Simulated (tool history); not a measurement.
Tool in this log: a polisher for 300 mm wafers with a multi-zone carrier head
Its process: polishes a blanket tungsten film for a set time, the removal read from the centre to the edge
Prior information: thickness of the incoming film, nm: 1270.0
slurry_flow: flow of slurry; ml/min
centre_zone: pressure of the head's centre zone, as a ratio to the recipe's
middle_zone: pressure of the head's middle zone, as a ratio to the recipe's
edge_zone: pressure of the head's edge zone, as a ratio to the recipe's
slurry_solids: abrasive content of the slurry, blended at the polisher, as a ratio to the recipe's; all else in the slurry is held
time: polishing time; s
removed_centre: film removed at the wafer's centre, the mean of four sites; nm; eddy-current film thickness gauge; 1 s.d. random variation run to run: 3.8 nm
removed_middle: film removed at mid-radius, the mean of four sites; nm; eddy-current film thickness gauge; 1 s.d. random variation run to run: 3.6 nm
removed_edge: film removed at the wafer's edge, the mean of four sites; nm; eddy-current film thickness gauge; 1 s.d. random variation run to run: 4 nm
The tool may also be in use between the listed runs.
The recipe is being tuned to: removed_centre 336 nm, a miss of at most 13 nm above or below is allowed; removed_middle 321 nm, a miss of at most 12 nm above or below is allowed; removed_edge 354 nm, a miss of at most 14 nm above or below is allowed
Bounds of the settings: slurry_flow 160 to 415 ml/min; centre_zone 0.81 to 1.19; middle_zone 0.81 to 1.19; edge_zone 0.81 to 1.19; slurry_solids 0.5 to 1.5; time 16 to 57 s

run 1 hour=0 | slurry_flow=265 centre_zone=1 middle_zone=1 edge_zone=1 slurry_solids=1 time=36 | removed_centre=222.63 removed_middle=225.64 removed_edge=220.02
run 2 hour=8.5 | slurry_flow=265 centre_zone=1 middle_zone=0.99 edge_zone=1.03 slurry_solids=1.1 time=38 | removed_centre=244.6 removed_middle=242.65 removed_edge=237.11
run 3 hour=13.1 | slurry_flow=225 centre_zone=1 middle_zone=0.99 edge_zone=1.03 slurry_solids=1.1 time=38 | removed_centre=243.4 removed_middle=241.51 removed_edge=239.8
run 4 hour=21.6 | slurry_flow=220 centre_zone=0.99 middle_zone=0.97 edge_zone=1.05 slurry_solids=1.15 time=40 | removed_centre=254.94 removed_middle=251.74 removed_edge=254.44
run 5 hour=28.7 | slurry_flow=215 centre_zone=0.98 middle_zone=0.96 edge_zone=1.07 slurry_solids=1.2 time=42 | removed_centre=275.9 removed_middle=266.3 removed_edge=276.85
run 6 hour=30.5 | slurry_flow=210 centre_zone=0.97 middle_zone=0.96 edge_zone=1.08 slurry_solids=1.25 time=43 | removed_centre=268.93 removed_middle=276.51 removed_edge=290.73
run 7 hour=31.3 | slurry_flow=210 centre_zone=0.98 middle_zone=0.96 edge_zone=1.09 slurry_solids=1.3 time=44 | removed_centre=293.15 removed_middle=284.47 removed_edge=296.99
run 8 hour=36.3 | slurry_flow=245 centre_zone=0.9 middle_zone=0.93 edge_zone=1.19 slurry_solids=1.5 time=49 | removed_centre=320.66 removed_middle=332.75 removed_edge=370.01

5 next moves are on the table. One of them brings every result within its allowed miss. Which?
run A hour=41.3 | slurry_flow=200 centre_zone=0.82 middle_zone=0.94 edge_zone=1.19 slurry_solids=1.35 time=53 | removed_centre=? removed_middle=? removed_edge=?
run B hour=41.3 | slurry_flow=225 centre_zone=0.96 middle_zone=0.9 edge_zone=1.19 slurry_solids=1.5 time=51 | removed_centre=? removed_middle=? removed_edge=?
run C hour=41.3 | slurry_flow=315 centre_zone=0.82 middle_zone=0.94 edge_zone=1.12 slurry_solids=1.5 time=49 | removed_centre=? removed_middle=? removed_edge=?
run D hour=41.3 | slurry_flow=240 centre_zone=0.98 middle_zone=0.93 edge_zone=1.15 slurry_solids=1.5 time=48 | removed_centre=? removed_middle=? removed_edge=?
run E hour=41.3 | slurry_flow=270 centre_zone=0.85 middle_zone=0.86 edge_zone=1.19 slurry_solids=1.45 time=52 | removed_centre=? removed_middle=? removed_edge=?

move=A removed_centre=305.27 removed_middle=344.53 removed_edge=379.06
move=B removed_centre=348.13 removed_middle=333.72 removed_edge=380.25
move=C removed_centre=303.38 removed_middle=341.12 removed_edge=360.67
move=D removed_centre=335.11 removed_middle=324.39 removed_edge=352.76
move=E removed_centre=323.41 removed_middle=328.87 removed_edge=387.79
A: further off than the last run
B: gets the furthest-off result to its target, but another result is out of tolerance
C: further off than the last run
D: all results land within tolerance of their targets
E: gets the furthest-off result to its target, but another result is out of tolerance
So the answer is move D, the one that meets all the targets.
